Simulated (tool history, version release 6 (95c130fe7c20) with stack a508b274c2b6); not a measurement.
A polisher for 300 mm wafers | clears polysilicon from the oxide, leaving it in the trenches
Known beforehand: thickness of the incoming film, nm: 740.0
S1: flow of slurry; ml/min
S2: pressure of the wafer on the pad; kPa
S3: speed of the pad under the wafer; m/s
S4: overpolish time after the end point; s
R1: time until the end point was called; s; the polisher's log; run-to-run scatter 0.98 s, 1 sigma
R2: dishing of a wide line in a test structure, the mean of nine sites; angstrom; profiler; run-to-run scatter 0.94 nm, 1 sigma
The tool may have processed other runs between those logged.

{"run": 1, "day": 0.0, "S1": 300, "S2": 18.6, "S3": 1.0, "S4": 17, "R1": 61.08, "R2": 704.1}
{"run": 2, "day": 0.171, "S1": 300, "S2": 18.6, "S3": 1.0, "S4": 24, "R1": 60.177, "R2": 745.8}
{"run": 3, "day": 0.392, "S1": 235, "S2": 18.6, "S3": 1.0, "S4": 24, "R1": 62.13, "R2": 760.68}
{"run": 4, "day": 0.538, "S1": 230, "S2": 17.2, "S3": 1.0, "S4": 25, "R1": 65.567, "R2": 739.96}
{"run": 5, "day": 0.888, "S1": 230, "S2": 17.2, "S3": 1.24, "S4": 25, "R1": 53.396, "R2": 753.84}
{"run": 6, "day": 1.125, "S1": 230, "S2": 13.1, "S3": 1.24, "S4": 25, "R1": 61.223, "R2": 778.21}

Run 7, settings as shown, results not yet in. Your forecast:
{"run": 7, "day": 1.45, "S1": 220, "S2": 9.0, "S3": 0.96, "S4": 23, "R1": "?", "R2": "?"}

Run 7 gave R1 93.557 s, R2 675.87 angstrom.
